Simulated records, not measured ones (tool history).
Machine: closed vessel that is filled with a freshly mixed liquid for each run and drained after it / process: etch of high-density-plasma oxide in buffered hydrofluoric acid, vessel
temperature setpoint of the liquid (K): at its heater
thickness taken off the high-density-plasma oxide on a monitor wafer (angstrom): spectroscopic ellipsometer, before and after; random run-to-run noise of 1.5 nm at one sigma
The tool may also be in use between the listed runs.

run  hour  temperature setpoint of the liquid (K)  parts of 40 % ammonium fluoride to one part of 49 % hydrofluoric acid (parts by volume)  time in the liquid (s)  thickness taken off the high-density-plasma oxide on a monitor wafer (angstrom)
  1     0                                  295.15                                                                                     22.5                      90                                                                           895.53
  2   8.4                                  295.15                                                                                       25                      90                                                                           820.13
  3   9.6                                  295.15                                                                                       30                      90                                                                           726.49
  4  11.7                                  297.65                                                                                       30                      90                                                                           839.88
  5  15.7                                  298.65                                                                                     27.5                      90                                                                           948.07
  6  18.5                                  300.65                                                                                     27.5                      90                                                                           1060.3
  7  26.1                                  301.15                                                                                     25.5                      90                                                                           1124.9

Run 8, settings as shown, results not yet in. Your forecast:
  8  28.9                                  303.15                                                                                     18.5                      90                                                                                ?

thickness taken off the high-density-plasma oxide on a monitor wafer (angstrom): 1607.7
